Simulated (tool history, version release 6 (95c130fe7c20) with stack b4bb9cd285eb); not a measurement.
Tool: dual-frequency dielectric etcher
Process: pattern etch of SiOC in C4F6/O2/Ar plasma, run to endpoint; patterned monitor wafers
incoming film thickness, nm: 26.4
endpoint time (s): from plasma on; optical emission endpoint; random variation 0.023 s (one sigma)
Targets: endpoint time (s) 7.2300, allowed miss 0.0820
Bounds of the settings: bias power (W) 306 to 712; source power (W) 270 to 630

{"run": 1, "hour": 0.0, "bias power (W)": 509, "source power (W)": 450, "endpoint time (s)": 8.0197}
{"run": 2, "hour": 2.5, "bias power (W)": 509, "source power (W)": 370, "endpoint time (s)": 8.6881}
{"run": 3, "hour": 8.6, "bias power (W)": 559, "source power (W)": 370, "endpoint time (s)": 8.5029}
{"run": 4, "hour": 17.3, "bias power (W)": 581, "source power (W)": 380, "endpoint time (s)": 8.2352}
{"run": 5, "hour": 18.3, "bias power (W)": 581, "source power (W)": 350, "endpoint time (s)": 8.5638}
{"run": 6, "hour": 26.3, "bias power (W)": 601, "source power (W)": 360, "endpoint time (s)": 8.403}
{"run": 7, "hour": 28.4, "bias power (W)": 618, "source power (W)": 380, "endpoint time (s)": 8.115}
{"run": 8, "hour": 34.0, "bias power (W)": 632, "source power (W)": 390, "endpoint time (s)": 7.9931}
{"run": 9, "hour": 36.8, "bias power (W)": 644, "source power (W)": 400, "endpoint time (s)": 7.8646}
{"run": 10, "hour": 42.8, "bias power (W)": 654, "source power (W)": 410, "endpoint time (s)": 7.7329}
{"run": 11, "hour": 48.2, "bias power (W)": 663, "source power (W)": 420, "endpoint time (s)": 7.6077}
{"run": 12, "hour": 55.5, "bias power (W)": 670, "source power (W)": 420, "endpoint time (s)": 7.59}
{"run": 13, "hour": 59.5, "bias power (W)": 676, "source power (W)": 420, "endpoint time (s)": 7.5282}
{"run": 14, "hour": 61.4, "bias power (W)": 681, "source power (W)": 420, "endpoint time (s)": 7.5359}

5 next moves are on the table. One of them brings every result within its allowed miss. Which?
{"run": "A", "hour": 63.3, "bias power (W)": 568, "source power (W)": 420, "endpoint time (s)": "?"}
{"run": "B", "hour": 63.3, "bias power (W)": 615, "source power (W)": 540, "endpoint time (s)": "?"}
{"run": "C", "hour": 63.3, "bias power (W)": 654, "source power (W)": 510, "endpoint time (s)": "?"}
{"run": "D", "hour": 63.3, "bias power (W)": 613, "source power (W)": 410, "endpoint time (s)": "?"}
{"run": "E", "hour": 63.3, "bias power (W)": 712, "source power (W)": 450, "endpoint time (s)": "?"}

move=A endpoint_time_(s)=7.9562
move=B endpoint_time_(s)=6.9839
move=C endpoint_time_(s)=7.0135
move=D endpoint_time_(s)=7.8486
move=E endpoint_time_(s)=7.1888
A: further off than the last run
B: takes the result that was furthest off past its target
C: takes the result that was furthest off past its target
D: further off than the last run
E: meets every target
Move E is the one to make.
